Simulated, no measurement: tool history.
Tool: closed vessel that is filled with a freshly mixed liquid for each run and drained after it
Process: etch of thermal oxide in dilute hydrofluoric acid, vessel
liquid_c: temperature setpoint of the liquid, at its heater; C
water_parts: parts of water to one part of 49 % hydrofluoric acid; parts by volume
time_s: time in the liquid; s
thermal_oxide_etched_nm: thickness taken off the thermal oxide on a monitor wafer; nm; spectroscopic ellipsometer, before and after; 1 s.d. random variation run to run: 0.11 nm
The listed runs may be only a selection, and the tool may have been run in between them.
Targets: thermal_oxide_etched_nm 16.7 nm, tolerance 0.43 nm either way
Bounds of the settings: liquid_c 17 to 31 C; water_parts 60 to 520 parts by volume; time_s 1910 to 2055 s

run 1 hour=0 | liquid_c=23 water_parts=290 time_s=1910 | thermal_oxide_etched_nm=27.49
run 2 hour=5.6 | liquid_c=23 water_parts=200 time_s=1910 | thermal_oxide_etched_nm=43.662
run 3 hour=12 | liquid_c=23 water_parts=150 time_s=1910 | thermal_oxide_etched_nm=61.543
run 4 hour=13.4 | liquid_c=23 water_parts=150 time_s=1910 | thermal_oxide_etched_nm=61.949
run 5 hour=21.2 | liquid_c=22 water_parts=185 time_s=1910 | thermal_oxide_etched_nm=46.555
run 6 hour=23.9 | liquid_c=22 water_parts=110 time_s=1910 | thermal_oxide_etched_nm=85.157
run 7 hour=28 | liquid_c=22 water_parts=150 time_s=1910 | thermal_oxide_etched_nm=59.701
run 8 hour=31.7 | liquid_c=21 water_parts=180 time_s=1910 | thermal_oxide_etched_nm=46.372
-- hour=41 thermometer replaced
run 9 hour=41 | liquid_c=20.5 water_parts=200 time_s=1910 | thermal_oxide_etched_nm=36.518
run 10 hour=48.9 | liquid_c=20 water_parts=210 time_s=1910 | thermal_oxide_etched_nm=33.668
run 11 hour=54.9 | liquid_c=19.5 water_parts=220 time_s=1910 | thermal_oxide_etched_nm=30.806
run 12 hour=59.4 | liquid_c=19.5 water_parts=220 time_s=1910 | thermal_oxide_etched_nm=31.183

Exercise: of the 5 proposed moves below, exactly one satisfies all targets within the stated allowed misses. Which move is it?
run A hour=63.9 | liquid_c=20.5 water_parts=380 time_s=1995 | thermal_oxide_etched_nm=?
run B hour=63.9 | liquid_c=20.5 water_parts=350 time_s=1910 | thermal_oxide_etched_nm=?
run C hour=63.9 | liquid_c=17 water_parts=355 time_s=1910 | thermal_oxide_etched_nm=?
run D hour=63.9 | liquid_c=17.5 water_parts=325 time_s=1910 | thermal_oxide_etched_nm=?
run E hour=63.9 | liquid_c=17 water_parts=325 time_s=1960 | thermal_oxide_etched_nm=?

move=A thermal_oxide_etched_nm=16.942
move=B thermal_oxide_etched_nm=18.069
move=C thermal_oxide_etched_nm=15.634
move=D thermal_oxide_etched_nm=17.827
move=E thermal_oxide_etched_nm=17.955
A: meets every target
B: nearer the targets than the last run, but a result is still out of spec
C: carries the result that was furthest off beyond its target, to the other side
D: nearer the targets than the last run, but a result is still out of spec
E: nearer the targets than the last run, but a result is still out of spec
Move A is the one to make.

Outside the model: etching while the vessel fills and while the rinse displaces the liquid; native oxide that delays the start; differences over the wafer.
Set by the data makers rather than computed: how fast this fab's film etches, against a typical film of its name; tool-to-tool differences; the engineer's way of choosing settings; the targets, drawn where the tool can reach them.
